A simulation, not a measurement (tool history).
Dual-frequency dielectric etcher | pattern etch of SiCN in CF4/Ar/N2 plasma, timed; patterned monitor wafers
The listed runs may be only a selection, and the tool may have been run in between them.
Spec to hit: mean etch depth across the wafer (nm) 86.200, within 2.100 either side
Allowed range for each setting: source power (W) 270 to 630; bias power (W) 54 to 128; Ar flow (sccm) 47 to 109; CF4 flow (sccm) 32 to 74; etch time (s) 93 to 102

| run | hour | source power (W) | bias power (W) | Ar flow (sccm) | CF4 flow (sccm) | etch time (s) | mean etch depth across the wafer (nm) |
|---|---|---|---|---|---|---|---|
| 1 | 0.0 | 450 | 91 | 78 | 53 | 102 | 102.650 |
| 2 | 2.2 | 430 | 90 | 78 | 53 | 102 | 98.435 |
| 3 | 4.4 | 430 | 104 | 78 | 53 | 102 | 104.730 |
| 4 | 5.1 | 410 | 103 | 78 | 53 | 102 | 100.490 |
| 5 | 12.1 | 390 | 103 | 78 | 53 | 102 | 96.814 |
| 6 | 20.4 | 380 | 103 | 78 | 53 | 102 | 95.382 |
| 7 | 23.9 | 370 | 103 | 78 | 53 | 102 | 93.403 |
| 8 | 27.5 | 360 | 103 | 78 | 53 | 102 | 91.185 |

Exercise: of the 4 proposed moves below, exactly one satisfies all targets within the stated allowed misses. Which move is it?
| A | 31.1 | 330 | 115 | 58 | 51 | 93 | ? |
| B | 31.1 | 380 | 91 | 83 | 61 | 100 | ? |
| C | 31.1 | 380 | 110 | 78 | 56 | 96 | ? |
| D | 31.1 | 370 | 113 | 77 | 46 | 99 | ? |

| move | mean etch depth across the wafer (nm) |
|---|---|
| A | 86.720 |
| B | 90.074 |
| C | 92.749 |
| D | 91.839 |
A: every result within its allowed miss
B: gains on the last run, yet a result remains outside its allowed miss
C: the biggest miss grows against the last run
D: the biggest miss grows against the last run
A meets every target.
